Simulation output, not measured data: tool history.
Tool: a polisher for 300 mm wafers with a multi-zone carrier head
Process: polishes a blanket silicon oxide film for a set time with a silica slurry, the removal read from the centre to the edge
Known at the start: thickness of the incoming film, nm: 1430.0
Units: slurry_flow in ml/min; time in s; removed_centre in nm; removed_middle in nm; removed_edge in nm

run,hour,slurry_flow,centre_zone,middle_zone,edge_zone,slurry_solids,time,removed_centre,removed_middle,removed_edge
1,0,160,1,1,1,1,84,262.93,261.49,255.8
2,7.8,145,0.94,1,1,1,84,241.68,258.59,247.88
3,15.2,135,0.9,0.99,1.02,1,84,226.58,260.61,246.15
4,20.1,125,0.88,0.96,1.03,1,84,220.7,242.25,246.72
5,21.3,125,0.88,0.96,1.07,1,84,225.23,248.05,249.55
6,29.8,115,0.86,0.96,1.06,1,84,210.73,236.13,242.96
7,36.6,110,0.85,0.97,1.06,1,84,208.03,240.79,245.54

The next listed run, before its measurement:
# hour 37.6: edge zone pressure recalibrated
8,37.6,110,0.84,0.98,1.05,1,84,?,?,?

{"run 8": {"removed_centre": 200.6, "removed_middle": 239.55, "removed_edge": 254.93}}
